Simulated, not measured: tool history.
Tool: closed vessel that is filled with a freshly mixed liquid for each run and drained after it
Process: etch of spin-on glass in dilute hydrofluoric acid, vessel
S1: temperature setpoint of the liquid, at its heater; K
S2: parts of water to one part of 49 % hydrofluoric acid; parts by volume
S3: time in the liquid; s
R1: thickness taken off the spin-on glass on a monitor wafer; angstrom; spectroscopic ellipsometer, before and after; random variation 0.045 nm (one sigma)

| run | hour | S1 | S2 | S3 | R1 |
|---|---|---|---|---|---|
| 1 | 0.0 | 298.15 | 260 | 85 | 123.820 |
| 2 | 2.9 | 298.15 | 260 | 65 | 93.815 |
| 3 | 5.2 | 301.65 | 260 | 65 | 105.250 |
| 4 | 8.6 | 304.15 | 260 | 65 | 113.680 |
| 5 | 16.7 | 302.15 | 265 | 65 | 105.490 |
| 6 | 20.1 | 302.15 | 300 | 65 | 89.002 |
| 7 | 28.1 | 301.65 | 300 | 65 | 88.178 |
| 8 | 30.6 | 301.15 | 300 | 65 | 86.358 |

Forecast run 9:
| 9 | 33.7 | 300.65 | 300 | 65 | ? |

R1: 84.727 angstrom
